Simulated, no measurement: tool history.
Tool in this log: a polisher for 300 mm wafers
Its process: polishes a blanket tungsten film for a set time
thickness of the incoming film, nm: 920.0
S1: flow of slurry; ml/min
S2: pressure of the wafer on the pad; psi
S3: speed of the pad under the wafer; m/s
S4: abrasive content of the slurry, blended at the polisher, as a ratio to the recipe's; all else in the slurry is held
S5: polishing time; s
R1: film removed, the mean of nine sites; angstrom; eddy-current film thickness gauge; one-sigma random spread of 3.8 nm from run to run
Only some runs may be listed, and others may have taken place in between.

run	hour	S1	S2	S3	S4	S5	R1
1	0	185	4.9	1.26	1	58	4332.6
2	0.9	185	4.9	1.48	1	58	5004.3
3	8.3	195	5.1	1.48	1	58	5225.4
4	15.5	195	4	1.48	1	58	4154.9
5	23.6	195	4	1.48	0.9	58	4028.6
6	32.2	200	4.5	1.48	0.9	58	4523.4
7	33.8	210	4.8	1.48	0.9	58	4859.2

Run 8 is up next; what results do you expect?
8	34.9	220	5.1	1.48	0.9	58	?

R1: 5161.3 angstrom

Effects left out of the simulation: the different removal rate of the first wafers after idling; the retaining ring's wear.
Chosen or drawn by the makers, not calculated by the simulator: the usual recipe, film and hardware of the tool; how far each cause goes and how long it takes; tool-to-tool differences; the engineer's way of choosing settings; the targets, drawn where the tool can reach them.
